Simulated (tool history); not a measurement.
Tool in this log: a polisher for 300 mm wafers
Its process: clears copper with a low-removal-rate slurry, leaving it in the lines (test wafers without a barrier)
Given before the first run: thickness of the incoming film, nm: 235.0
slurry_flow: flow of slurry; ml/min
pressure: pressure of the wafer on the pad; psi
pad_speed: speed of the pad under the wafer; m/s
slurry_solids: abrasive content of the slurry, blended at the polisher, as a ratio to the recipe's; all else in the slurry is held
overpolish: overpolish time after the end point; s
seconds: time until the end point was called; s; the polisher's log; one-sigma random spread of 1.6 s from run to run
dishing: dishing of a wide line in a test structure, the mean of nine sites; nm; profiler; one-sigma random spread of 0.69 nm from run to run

run    day  slurry_flow  pressure  pad_speed  slurry_solids  overpolish  seconds  dishing
  1      0          135       2.1       1.18              1          29   90.048   40.336
  2  0.283          135       2.5       1.18              1          29   75.784   46.992
  3  0.575          135       2.7       1.18              1          29   70.711    45.85
  4    0.8          135       2.7       1.38              1          29   61.348   51.724
  5  1.125          135       2.7       1.38            1.1          29    62.72   52.223
  6  1.279          135       2.7        1.5            1.1          29   59.002   52.351
  7  1.388          125       2.1       1.36            1.1          38    79.47   49.867
  8  1.638          125       1.8       1.34            1.1          39   96.182   46.356

The next listed run, before its measurement:
  9  1.821          125       1.6       1.34            1.1          38        ?        ?

seconds: 107.54 s
dishing: 42.176 nm
